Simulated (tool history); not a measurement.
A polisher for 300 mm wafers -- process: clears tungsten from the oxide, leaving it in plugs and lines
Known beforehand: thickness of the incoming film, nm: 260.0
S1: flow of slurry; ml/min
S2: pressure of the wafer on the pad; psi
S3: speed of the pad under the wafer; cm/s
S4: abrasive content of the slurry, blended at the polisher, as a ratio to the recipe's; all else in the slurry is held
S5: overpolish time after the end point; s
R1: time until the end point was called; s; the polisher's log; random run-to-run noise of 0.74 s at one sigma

Run 1, hour 0: S1 295 ml/min, S2 2.8 psi, S3 136 cm/s, S4 1, S5 49 s. Result: R1 46.153 s.
Run 2, hour 4.3: S1 295 ml/min, S2 2.8 psi, S3 136 cm/s, S4 0.85, S5 49 s. Result: R1 48.002 s.
Run 3, hour 7.6: S1 295 ml/min, S2 2.8 psi, S3 136 cm/s, S4 0.85, S5 49 s. Result: R1 47.762 s.
Run 4, hour 15.2: S1 295 ml/min, S2 2.8 psi, S3 136 cm/s, S4 0.7, S5 49 s. Result: R1 50.805 s.
Run 5, hour 19.9: S1 295 ml/min, S2 2.7 psi, S3 136 cm/s, S4 0.7, S5 49 s. Result: R1 52.077 s.
Run 6, hour 20.7: S1 295 ml/min, S2 2.6 psi, S3 136 cm/s, S4 0.7, S5 49 s. Result: R1 54.645 s.
Run 7, hour 22.6: S1 295 ml/min, S2 2.5 psi, S3 136 cm/s, S4 0.7, S5 49 s. Result: R1 56.318 s.
Run 8, hour 27.2: S1 295 ml/min, S2 2.4 psi, S3 136 cm/s, S4 0.7, S5 49 s. Result: R1 58.208 s.
Run 9, hour 30.9: S1 295 ml/min, S2 2.3 psi, S3 136 cm/s, S4 0.7, S5 49 s. Result: R1 61.25 s.

What will run 10 give?
Run 10, hour 37.5: S1 295 ml/min, S2 2.2 psi, S3 136 cm/s, S4 0.7, S5 49 s. Result: R1 ?.

R1: 63.419 s

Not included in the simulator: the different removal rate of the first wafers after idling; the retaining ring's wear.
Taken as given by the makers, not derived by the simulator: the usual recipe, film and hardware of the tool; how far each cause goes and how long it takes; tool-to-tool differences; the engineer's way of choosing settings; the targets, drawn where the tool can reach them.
